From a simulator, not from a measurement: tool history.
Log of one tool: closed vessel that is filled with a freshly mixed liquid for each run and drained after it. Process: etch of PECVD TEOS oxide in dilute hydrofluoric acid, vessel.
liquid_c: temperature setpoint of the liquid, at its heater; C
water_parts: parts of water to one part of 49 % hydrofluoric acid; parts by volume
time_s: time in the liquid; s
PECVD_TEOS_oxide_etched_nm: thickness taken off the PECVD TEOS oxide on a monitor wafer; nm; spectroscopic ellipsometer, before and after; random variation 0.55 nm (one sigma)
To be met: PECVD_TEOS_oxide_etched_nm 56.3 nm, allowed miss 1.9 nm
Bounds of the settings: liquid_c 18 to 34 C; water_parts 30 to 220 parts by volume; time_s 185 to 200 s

{"run": 1, "hour": 0.0, "liquid_c": 26, "water_parts": 125, "time_s": 185, "PECVD_TEOS_oxide_etched_nm": 32.29}
{"run": 2, "hour": 7.7, "liquid_c": 28, "water_parts": 115, "time_s": 185, "PECVD_TEOS_oxide_etched_nm": 38.199}
{"run": 3, "hour": 8.6, "liquid_c": 29.5, "water_parts": 110, "time_s": 185, "PECVD_TEOS_oxide_etched_nm": 41.872}
{"run": 4, "hour": 11.0, "liquid_c": 27, "water_parts": 110, "time_s": 185, "PECVD_TEOS_oxide_etched_nm": 37.981}
{"run": 5, "hour": 16.1, "liquid_c": 29, "water_parts": 105, "time_s": 185, "PECVD_TEOS_oxide_etched_nm": 43.103}
{"run": 6, "hour": 23.1, "liquid_c": 30.5, "water_parts": 100, "time_s": 185, "PECVD_TEOS_oxide_etched_nm": 48.907}
{"run": 7, "hour": 28.3, "liquid_c": 30.5, "water_parts": 100, "time_s": 185, "PECVD_TEOS_oxide_etched_nm": 48.132}
{"run": 8, "hour": 36.9, "liquid_c": 31.5, "water_parts": 100, "time_s": 185, "PECVD_TEOS_oxide_etched_nm": 51.399}
{"run": 9, "hour": 44.9, "liquid_c": 32, "water_parts": 100, "time_s": 185, "PECVD_TEOS_oxide_etched_nm": 51.861}
{"run": 10, "hour": 50.2, "liquid_c": 32.5, "water_parts": 100, "time_s": 185, "PECVD_TEOS_oxide_etched_nm": 52.657}
{"run": 11, "hour": 52.7, "liquid_c": 33, "water_parts": 100, "time_s": 185, "PECVD_TEOS_oxide_etched_nm": 53.168}

Which of these 5 next moves meets every target?
{"run": "A", "hour": 55.2, "liquid_c": 31, "water_parts": 95, "time_s": 195, "PECVD_TEOS_oxide_etched_nm": "?"}
{"run": "B", "hour": 55.2, "liquid_c": 34, "water_parts": 110, "time_s": 185, "PECVD_TEOS_oxide_etched_nm": "?"}
{"run": "C", "hour": 55.2, "liquid_c": 33.5, "water_parts": 110, "time_s": 185, "PECVD_TEOS_oxide_etched_nm": "?"}
{"run": "D", "hour": 55.2, "liquid_c": 34, "water_parts": 115, "time_s": 185, "PECVD_TEOS_oxide_etched_nm": "?"}
{"run": "E", "hour": 55.2, "liquid_c": 34, "water_parts": 120, "time_s": 190, "PECVD_TEOS_oxide_etched_nm": "?"}

move=A PECVD_TEOS_oxide_etched_nm=54.58
move=B PECVD_TEOS_oxide_etched_nm=48.798
move=C PECVD_TEOS_oxide_etched_nm=47.931
move=D PECVD_TEOS_oxide_etched_nm=46.324
move=E PECVD_TEOS_oxide_etched_nm=45.252
A: meets every target
B: further off than the last run
C: further off than the last run
D: further off than the last run
E: further off than the last run
Answer: A
